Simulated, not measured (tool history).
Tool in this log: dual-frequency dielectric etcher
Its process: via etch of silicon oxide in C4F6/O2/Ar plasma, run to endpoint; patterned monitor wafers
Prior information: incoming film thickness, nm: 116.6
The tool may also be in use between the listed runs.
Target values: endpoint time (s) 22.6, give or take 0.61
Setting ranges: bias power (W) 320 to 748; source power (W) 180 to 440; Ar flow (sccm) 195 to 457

run	hour	bias power (W)	source power (W)	Ar flow (sccm)	endpoint time (s)
1	0	534	310	326	28.431
2	3.9	458	310	326	31.616
3	4.7	458	310	289	30.623
4	6.5	458	310	253	30.719
5	11.6	530	310	253	28.191
6	12.7	530	330	253	26.832
7	16.4	561	330	253	26.239
8	19.7	589	330	253	25.775
9	22.9	616	330	252	25.012
10	27.3	637	330	252	24.868
11	31.7	658	330	251	23.826

Which one of the following 5 next-run settings gets every result inside its allowed miss? There is exactly one.
A	36.1	643	300	250	?
B	36.1	689	340	195	?
C	36.1	659	300	242	?
D	36.1	649	330	261	?
E	36.1	572	340	224	?

move	endpoint time (s)
A	25.575
B	22.524
C	25.157
D	24.326
E	25.233
A: moves away from the targets compared with the last run
B: all results land within tolerance of their targets
C: moves away from the targets compared with the last run
D: moves away from the targets compared with the last run
E: moves away from the targets compared with the last run
B is the move that brings every result within its allowed miss.
